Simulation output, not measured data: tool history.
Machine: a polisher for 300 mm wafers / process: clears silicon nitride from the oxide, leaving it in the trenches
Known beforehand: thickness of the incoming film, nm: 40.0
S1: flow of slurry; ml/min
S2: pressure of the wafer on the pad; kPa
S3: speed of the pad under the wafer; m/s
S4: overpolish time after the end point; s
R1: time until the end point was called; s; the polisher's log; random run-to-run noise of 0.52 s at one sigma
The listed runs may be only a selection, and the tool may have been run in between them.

{"run": 1, "hour": 0.0, "S1": 305, "S2": 11.7, "S3": 0.9, "S4": 38, "R1": 70.856}
{"run": 2, "hour": 7.5, "S1": 305, "S2": 12.4, "S3": 0.9, "S4": 38, "R1": 67.547}
{"run": 3, "hour": 8.5, "S1": 340, "S2": 12.4, "S3": 0.9, "S4": 38, "R1": 65.402}
{"run": 4, "hour": 13.1, "S1": 340, "S2": 12.4, "S3": 0.9, "S4": 41, "R1": 66.772}
{"run": 5, "hour": 16.1, "S1": 275, "S2": 12.4, "S3": 0.9, "S4": 41, "R1": 66.042}
{"run": 6, "hour": 18.1, "S1": 275, "S2": 13.1, "S3": 0.9, "S4": 41, "R1": 64.717}

The next listed run, before its measurement:
{"run": 7, "hour": 18.8, "S1": 280, "S2": 13.8, "S3": 0.9, "S4": 41, "R1": "?"}

R1: 59.652 s

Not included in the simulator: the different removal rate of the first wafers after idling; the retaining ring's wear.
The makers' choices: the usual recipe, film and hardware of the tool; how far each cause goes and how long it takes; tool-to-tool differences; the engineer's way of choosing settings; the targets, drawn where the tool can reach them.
